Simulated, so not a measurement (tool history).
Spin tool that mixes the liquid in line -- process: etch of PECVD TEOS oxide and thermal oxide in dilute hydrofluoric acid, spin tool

| run | hour | temperature setpoint of the liquid (°C) | parts of water to one part of 49 % hydrofluoric acid (parts by volume) | time under the liquid (s) | thickness taken off the PECVD TEOS oxide on a monitor wafer (nm) | thickness taken off the thermal oxide on a monitor wafer (nm) |
|---|---|---|---|---|---|---|
| 1 | 0.0 | 22 | 280 | 180 | 8.7288 | 2.3272 |
| 2 | 2.3 | 22 | 280 | 240 | 11.4160 | 3.0710 |
| 3 | 7.5 | 22 | 280 | 295 | 14.1220 | 3.8241 |
| 4 | 15.5 | 21 | 305 | 295 | 12.2470 | 3.2923 |
| 5 | 16.2 | 18 | 305 | 295 | 10.7930 | 2.8892 |
| 6 | 17.4 | 18 | 305 | 220 | 8.1560 | 2.1305 |

Run 7, settings as shown, results not yet in. Your forecast:
| 7 | 21.7 | 18 | 315 | 220 | ? | ? |

Run 7 yielded thickness taken off the PECVD TEOS oxide on a monitor wafer (nm) 7.9240, thickness taken off the thermal oxide on a monitor wafer (nm) 2.0515.
